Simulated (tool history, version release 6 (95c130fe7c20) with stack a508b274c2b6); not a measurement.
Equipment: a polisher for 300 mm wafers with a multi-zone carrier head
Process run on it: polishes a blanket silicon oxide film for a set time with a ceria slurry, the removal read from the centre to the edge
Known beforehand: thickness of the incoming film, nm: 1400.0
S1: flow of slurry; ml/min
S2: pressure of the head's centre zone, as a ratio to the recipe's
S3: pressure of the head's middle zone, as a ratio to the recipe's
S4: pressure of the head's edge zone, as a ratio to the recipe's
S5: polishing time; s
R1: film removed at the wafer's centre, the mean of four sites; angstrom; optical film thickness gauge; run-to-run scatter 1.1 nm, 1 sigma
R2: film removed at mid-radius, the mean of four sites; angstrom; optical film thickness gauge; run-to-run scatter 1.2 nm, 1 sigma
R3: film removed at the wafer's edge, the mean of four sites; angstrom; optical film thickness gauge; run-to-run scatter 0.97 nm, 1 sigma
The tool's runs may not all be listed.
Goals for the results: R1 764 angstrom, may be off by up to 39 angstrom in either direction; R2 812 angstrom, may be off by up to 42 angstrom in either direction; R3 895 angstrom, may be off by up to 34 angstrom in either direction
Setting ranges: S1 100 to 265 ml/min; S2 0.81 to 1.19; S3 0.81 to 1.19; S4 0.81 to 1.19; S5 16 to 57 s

run 1 hour=0 | S1=170 S2=1 S3=1 S4=1 S5=36 | R1=1810.1 R2=1801.2 R3=1827.5
run 2 hour=3.8 | S1=130 S2=1 S3=1 S4=1 S5=36 | R1=1677.1 R2=1686.6 R3=1737.3
run 3 hour=7.6 | S1=125 S2=0.98 S3=0.98 S4=0.98 S5=34 | R1=1528.9 R2=1570.8 R3=1595.1
run 4 hour=16.1 | S1=125 S2=0.98 S3=0.98 S4=0.98 S5=26 | R1=1196.5 R2=1230.8 R3=1209.3
run 5 hour=18.6 | S1=120 S2=0.97 S3=0.96 S4=0.99 S5=25 | R1=1117.8 R2=1149.9 R3=1177.7
run 6 hour=27 | S1=120 S2=0.96 S3=0.95 S4=0.99 S5=24 | R1=1087.1 R2=1081 R3=1113.8
run 7 hour=29.8 | S1=120 S2=0.94 S3=0.95 S4=1 S5=23 | R1=999.2 R2=1065.2 R3=1095.5
run 8 hour=36.1 | S1=120 S2=0.93 S3=0.94 S4=0.99 S5=22 | R1=950.85 R2=998.27 R3=1022
run 9 hour=37 | S1=120 S2=0.92 S3=0.93 S4=0.99 S5=22 | R1=943.51 R2=977.94 R3=1032
run 10 hour=42.3 | S1=120 S2=0.91 S3=0.92 S4=0.98 S5=22 | R1=915.41 R2=976.69 R3=1039.8
run 11 hour=46.5 | S1=120 S2=0.91 S3=0.91 S4=0.98 S5=22 | R1=935.49 R2=968.48 R3=1034
run 12 hour=50.6 | S1=120 S2=0.9 S3=0.9 S4=0.97 S5=22 | R1=906.52 R2=982.64 R3=1050.2
run 13 hour=56.8 | S1=120 S2=0.9 S3=0.9 S4=0.97 S5=21 | R1=875.36 R2=919.04 R3=966.47

Which single option among these 4 for the next run brings every result within its allowed miss of target? Just one does.
run A hour=63 | S1=120 S2=0.94 S3=0.88 S4=0.95 S5=22 | R1=? R2=? R3=?
run B hour=63 | S1=140 S2=0.89 S3=0.92 S4=1.07 S5=18 | R1=? R2=? R3=?
run C hour=63 | S1=135 S2=0.82 S3=0.98 S4=0.95 S5=22 | R1=? R2=? R3=?
run D hour=63 | S1=120 S2=0.94 S3=0.91 S4=0.97 S5=23 | R1=? R2=? R3=?

move=A R1=962.14 R2=955.49 R3=1019.1
move=B R1=772.82 R2=835.28 R3=903.03
move=C R1=862.92 R2=1065.3 R3=1035.8
move=D R1=1006.1 R2=1024.9 R3=1075.5
A: its largest miss is bigger than the last run's
B: every result within its allowed miss
C: its largest miss is bigger than the last run's
D: its largest miss is bigger than the last run's
B meets every target.
